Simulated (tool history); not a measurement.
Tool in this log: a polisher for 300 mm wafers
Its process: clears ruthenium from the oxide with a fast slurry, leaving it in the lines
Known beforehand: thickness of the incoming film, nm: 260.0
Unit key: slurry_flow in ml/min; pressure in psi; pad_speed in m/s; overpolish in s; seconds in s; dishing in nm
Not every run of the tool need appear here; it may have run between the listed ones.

Run 1, hour 0: slurry_flow 190 ml/min, pressure 3.3 psi, pad_speed 1.08 m/s, slurry_solids 1, overpolish 18 s. Result: seconds 44.47 s, dishing 43.446 nm.
Run 2, hour 5.2: slurry_flow 225 ml/min, pressure 3.3 psi, pad_speed 1.08 m/s, slurry_solids 1, overpolish 18 s. Result: seconds 43.178 s, dishing 44.267 nm.
Run 3, hour 9.5: slurry_flow 225 ml/min, pressure 3.3 psi, pad_speed 1.08 m/s, slurry_solids 0.8, overpolish 18 s. Result: seconds 49.443 s, dishing 42.589 nm.
Run 4, hour 17.2: slurry_flow 225 ml/min, pressure 3.3 psi, pad_speed 1.08 m/s, slurry_solids 0.6, overpolish 18 s. Result: seconds 62.466 s, dishing 38.495 nm.
Run 5, hour 20.4: slurry_flow 250 ml/min, pressure 3.3 psi, pad_speed 1.08 m/s, slurry_solids 0.6, overpolish 18 s. Result: seconds 61.247 s, dishing 37.765 nm.
Run 6, hour 29.1: slurry_flow 230 ml/min, pressure 3.3 psi, pad_speed 1.08 m/s, slurry_solids 0.6, overpolish 18 s. Result: seconds 62.452 s, dishing 38.556 nm.
Run 7, hour 35.8: slurry_flow 240 ml/min, pressure 3.4 psi, pad_speed 1.08 m/s, slurry_solids 0.6, overpolish 16 s. Result: seconds 59.921 s, dishing 36.237 nm.

Run 8 is up next; what results do you expect?
Run 8, hour 36.7: slurry_flow 240 ml/min, pressure 3.5 psi, pad_speed 1.08 m/s, slurry_solids 0.6, overpolish 15 s. Result: seconds ?, dishing ?.

seconds: 58.19 s
dishing: 34.773 nm
